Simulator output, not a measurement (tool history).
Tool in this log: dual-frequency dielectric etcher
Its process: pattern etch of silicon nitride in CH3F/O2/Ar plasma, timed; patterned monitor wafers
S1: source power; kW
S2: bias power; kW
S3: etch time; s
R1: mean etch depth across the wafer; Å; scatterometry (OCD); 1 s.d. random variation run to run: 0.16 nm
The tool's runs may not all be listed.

| run | hour | S1 | S2 | S3 | R1 |
|---|---|---|---|---|---|
| 1 | 0 | 0.43 | 0.089 | 55.5 | 363.37 |
| 2 | 1.2 | 0.46 | 0.092 | 55.5 | 375.49 |
| 3 | 2 | 0.48 | 0.095 | 55.5 | 384.08 |
| 4 | 7 | 0.5 | 0.098 | 55.5 | 395.68 |
| 5 | 13.1 | 0.5 | 0.086 | 55.5 | 381.38 |
| 6 | 15.5 | 0.5 | 0.086 | 58 | 396.9 |
| 7 | 17 | 0.52 | 0.088 | 58 | 402.27 |
| 8 | 23.3 | 0.53 | 0.091 | 58 | 409.36 |
| 9 | 28.7 | 0.54 | 0.093 | 58 | 415.8 |

What does the tool deliver on the next run?
| 10 | 36.2 | 0.55 | 0.095 | 58 | ? |

{"run 10": {"R1": 423.91}}
